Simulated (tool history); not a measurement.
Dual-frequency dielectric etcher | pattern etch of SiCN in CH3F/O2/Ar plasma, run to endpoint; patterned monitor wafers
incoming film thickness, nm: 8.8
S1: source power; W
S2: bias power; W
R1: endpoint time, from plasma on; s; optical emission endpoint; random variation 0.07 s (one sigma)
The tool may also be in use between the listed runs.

run 1 day=0.000 | S1=390 S2=61 | R1=23.793
run 2 day=0.358 | S1=320 S2=61 | R1=24.850
run 3 day=0.488 | S1=320 S2=52 | R1=26.685
run 4 day=0.812 | S1=360 S2=55 | R1=25.166
run 5 day=0.992 | S1=360 S2=64 | R1=23.632
run 6 day=1.308 | S1=420 S2=64 | R1=22.708

Run 7 comes next. What will it give?
run 7 day=1.575 | S1=430 S2=64 | R1=?

Run 7 gave R1 22.634 s.
